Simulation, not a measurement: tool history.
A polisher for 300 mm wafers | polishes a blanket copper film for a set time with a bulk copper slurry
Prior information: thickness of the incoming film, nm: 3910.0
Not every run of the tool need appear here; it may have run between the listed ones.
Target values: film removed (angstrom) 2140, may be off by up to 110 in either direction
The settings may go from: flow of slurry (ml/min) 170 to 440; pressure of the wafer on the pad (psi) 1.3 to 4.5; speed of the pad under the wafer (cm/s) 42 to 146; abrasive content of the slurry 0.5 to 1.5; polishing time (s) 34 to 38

| run | hour | flow of slurry (ml/min) | pressure of the wafer on the pad (psi) | speed of the pad under the wafer (cm/s) | abrasive content of the slurry | polishing time (s) | film removed (angstrom) |
|---|---|---|---|---|---|---|---|
| 1 | 0 | 280 | 2.9 | 94 | 1 | 38 | 3000.4 |
| 2 | 7.1 | 280 | 2.6 | 94 | 1 | 38 | 2661.3 |
| 3 | 8.8 | 235 | 2.6 | 94 | 1 | 38 | 2681.7 |
| 4 | 12.2 | 235 | 2.9 | 94 | 1 | 38 | 2926.3 |
| 5 | 20.6 | 235 | 2.6 | 94 | 1 | 38 | 2663.2 |
| 6 | 21.5 | 235 | 2.6 | 112 | 1 | 38 | 3138.6 |
| 7 | 23.3 | 235 | 2.3 | 110 | 1 | 38 | 2757 |
| 8 | 25.3 | 235 | 2.1 | 110 | 1 | 38 | 2456.1 |
| 9 | 27.4 | 235 | 2 | 110 | 1 | 38 | 2365.1 |

5 next moves are on the table. One of them brings every result within its allowed miss. Which?
| A | 29.5 | 220 | 1.8 | 110 | 1 | 38 | ? |
| B | 29.5 | 235 | 1.9 | 96 | 1 | 35 | ? |
| C | 29.5 | 290 | 1.7 | 112 | 0.85 | 34 | ? |
| D | 29.5 | 200 | 2 | 116 | 0.9 | 38 | ? |
| E | 29.5 | 215 | 2.4 | 108 | 0.95 | 36 | ? |

| move | film removed (angstrom) |
|---|---|
| A | 2125.5 |
| B | 1821.7 |
| C | 1851.7 |
| D | 2404.7 |
| E | 2578.5 |
A: each result inside its tolerance
B: the result that was furthest off in the last run now lies on the other side of its target
C: the result that was furthest off in the last run now lies on the other side of its target
D: misses by more than the last run did
E: misses by more than the last run did
The right move is A.
